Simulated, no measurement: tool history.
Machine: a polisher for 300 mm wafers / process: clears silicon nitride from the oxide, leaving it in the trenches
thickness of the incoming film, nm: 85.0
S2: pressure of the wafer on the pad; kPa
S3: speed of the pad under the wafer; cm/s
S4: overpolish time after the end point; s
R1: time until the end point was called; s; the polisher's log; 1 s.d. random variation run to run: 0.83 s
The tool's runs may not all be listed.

{"run": 1, "hour": 0.0, "flow of slurry (ml/min)": 185, "S2": 23.4, "S3": 98, "S4": 9, "R1": 68.008}
{"run": 2, "hour": 6.9, "flow of slurry (ml/min)": 215, "S2": 23.4, "S3": 98, "S4": 9, "R1": 67.494}
{"run": 3, "hour": 8.8, "flow of slurry (ml/min)": 215, "S2": 23.4, "S3": 86, "S4": 9, "R1": 76.342}
{"run": 4, "hour": 9.9, "flow of slurry (ml/min)": 180, "S2": 23.4, "S3": 86, "S4": 9, "R1": 77.197}
{"run": 5, "hour": 12.2, "flow of slurry (ml/min)": 180, "S2": 17.2, "S3": 86, "S4": 9, "R1": 103.69}
{"run": 6, "hour": 21.1, "flow of slurry (ml/min)": 180, "S2": 22.8, "S3": 86, "S4": 9, "R1": 80.442}

What does the tool deliver on the next run?
{"run": 7, "hour": 28.9, "flow of slurry (ml/min)": 180, "S2": 24.8, "S3": 86, "S4": 9, "R1": "?"}

{"run 7": {"R1": 75.043}}

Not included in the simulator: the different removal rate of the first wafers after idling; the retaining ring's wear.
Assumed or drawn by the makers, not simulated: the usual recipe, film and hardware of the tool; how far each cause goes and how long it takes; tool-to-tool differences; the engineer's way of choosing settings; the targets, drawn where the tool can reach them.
